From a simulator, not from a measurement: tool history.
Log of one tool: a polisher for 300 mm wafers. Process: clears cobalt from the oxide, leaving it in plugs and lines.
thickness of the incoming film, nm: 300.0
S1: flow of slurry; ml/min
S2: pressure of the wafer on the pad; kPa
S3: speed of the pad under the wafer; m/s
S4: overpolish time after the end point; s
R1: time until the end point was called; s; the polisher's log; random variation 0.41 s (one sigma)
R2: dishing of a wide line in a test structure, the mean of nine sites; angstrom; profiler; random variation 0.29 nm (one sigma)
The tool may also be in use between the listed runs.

{"run": 1, "day": 0.0, "S1": 135, "S2": 12.4, "S3": 1.16, "S4": 8, "R1": 48.701, "R2": 217.58}
{"run": 2, "day": 0.15, "S1": 135, "S2": 12.4, "S3": 0.9, "S4": 8, "R1": 63.282, "R2": 194.93}
{"run": 3, "day": 0.246, "S1": 135, "S2": 12.4, "S3": 0.9, "S4": 10, "R1": 62.699, "R2": 211.57}
{"run": 4, "day": 0.596, "S1": 145, "S2": 13.8, "S3": 0.9, "S4": 7, "R1": 58.024, "R2": 189.9}
{"run": 5, "day": 0.65, "S1": 145, "S2": 15.9, "S3": 0.9, "S4": 5, "R1": 51.229, "R2": 166.11}
{"run": 6, "day": 0.812, "S1": 145, "S2": 14.5, "S3": 0.9, "S4": 5, "R1": 54.307, "R2": 167.49}
{"run": 7, "day": 0.904, "S1": 150, "S2": 15.9, "S3": 0.9, "S4": 5, "R1": 50.735, "R2": 169.52}

Forecast run 8:
{"run": 8, "day": 1.262, "S1": 150, "S2": 17.2, "S3": 0.9, "S4": 5, "R1": "?", "R2": "?"}

{"run 8": {"R1": 46.916, "R2": 176.45}}
